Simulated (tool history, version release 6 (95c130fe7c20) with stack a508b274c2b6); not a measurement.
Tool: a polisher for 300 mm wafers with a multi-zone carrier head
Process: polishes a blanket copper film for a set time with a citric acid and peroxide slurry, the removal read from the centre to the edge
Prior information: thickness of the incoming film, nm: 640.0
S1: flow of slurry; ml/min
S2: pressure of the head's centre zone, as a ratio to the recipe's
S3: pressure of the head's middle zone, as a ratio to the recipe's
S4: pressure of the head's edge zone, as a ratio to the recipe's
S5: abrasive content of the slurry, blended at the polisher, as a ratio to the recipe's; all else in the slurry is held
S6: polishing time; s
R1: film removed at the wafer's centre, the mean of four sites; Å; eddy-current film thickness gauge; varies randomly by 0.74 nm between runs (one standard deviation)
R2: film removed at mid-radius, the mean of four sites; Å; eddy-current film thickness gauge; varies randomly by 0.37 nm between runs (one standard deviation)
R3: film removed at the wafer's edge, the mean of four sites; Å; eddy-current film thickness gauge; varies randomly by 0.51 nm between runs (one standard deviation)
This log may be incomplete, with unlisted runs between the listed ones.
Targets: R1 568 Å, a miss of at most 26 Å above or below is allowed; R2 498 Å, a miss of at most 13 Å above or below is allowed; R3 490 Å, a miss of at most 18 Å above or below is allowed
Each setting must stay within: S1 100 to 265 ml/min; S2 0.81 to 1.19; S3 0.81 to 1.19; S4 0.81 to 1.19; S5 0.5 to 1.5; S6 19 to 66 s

run 1 day=0 | S1=170 S2=1 S3=1 S4=1 S5=1 S6=42 | R1=948.26 R2=901.93 R3=859.33
run 2 day=0.225 | S1=195 S2=1 S3=1 S4=1 S5=1 S6=42 | R1=960.2 R2=920.69 R3=884.12
run 3 day=0.517 | S1=195 S2=1 S3=1 S4=1.04 S5=1 S6=42 | R1=956.02 R2=923.2 R3=887.67
run 4 day=0.617 | S1=175 S2=1.01 S3=0.98 S4=1 S5=0.85 S6=36 | R1=784.37 R2=734.89 R3=717.47
run 5 day=0.733 | S1=175 S2=1.01 S3=0.98 S4=1 S5=1 S6=36 | R1=834.22 R2=763.36 R3=747.18
run 6 day=0.933 | S1=160 S2=1.01 S3=0.96 S4=0.96 S5=0.85 S6=33 | R1=716.95 R2=647.11 R3=642.56
run 7 day=1.233 | S1=150 S2=1.01 S3=0.95 S4=0.92 S5=0.75 S6=32 | R1=653.08 R2=595.51 R3=582.96
run 8 day=1.267 | S1=140 S2=1.01 S3=0.93 S4=0.89 S5=0.7 S6=32 | R1=638.63 R2=575.85 R3=566.85
run 9 day=1.425 | S1=135 S2=1.01 S3=0.92 S4=0.87 S5=0.65 S6=31 | R1=601.97 R2=538.02 R3=524.68
-- day=1.688 edge zone pressure recalibrated
run 10 day=1.688 | S1=130 S2=1.01 S3=0.91 S4=0.85 S5=0.65 S6=31 | R1=603.74 R2=524.64 R3=539.31
run 11 day=1.842 | S1=130 S2=1.02 S3=0.92 S4=0.84 S5=0.6 S6=31 | R1=586.36 R2=530.62 R3=518.95

Pick the move, out of 5, that brings all results within their allowed miss; only one does.
run A day=1.996 | S1=135 S2=1 S3=1.15 S4=0.83 S5=0.5 S6=30 | R1=? R2=? R3=?
run B day=1.996 | S1=100 S2=1.06 S3=0.94 S4=0.81 S5=0.55 S6=32 | R1=? R2=? R3=?
run C day=1.996 | S1=125 S2=0.98 S3=0.82 S4=0.86 S5=0.65 S6=32 | R1=? R2=? R3=?
run D day=1.996 | S1=115 S2=1 S3=1.17 S4=0.81 S5=0.5 S6=31 | R1=? R2=? R3=?
run E day=1.996 | S1=145 S2=1 S3=0.84 S4=0.91 S5=0.55 S6=32 | R1=? R2=? R3=?

move=A R1=547.63 R2=598.56 R3=482.67
move=B R1=570.89 R2=502.74 R3=491.26
move=C R1=591.83 R2=499.43 R3=548.56
move=D R1=538.84 R2=601.27 R3=479.05
move=E R1=606.61 R2=508.94 R3=555.41
A: its largest miss is bigger than the last run's
B: in spec on every target
C: corrects the largest miss of the last run, while another result sits out of spec
D: its largest miss is bigger than the last run's
E: corrects the largest miss of the last run, while another result sits out of spec
The move that meets every target is B.
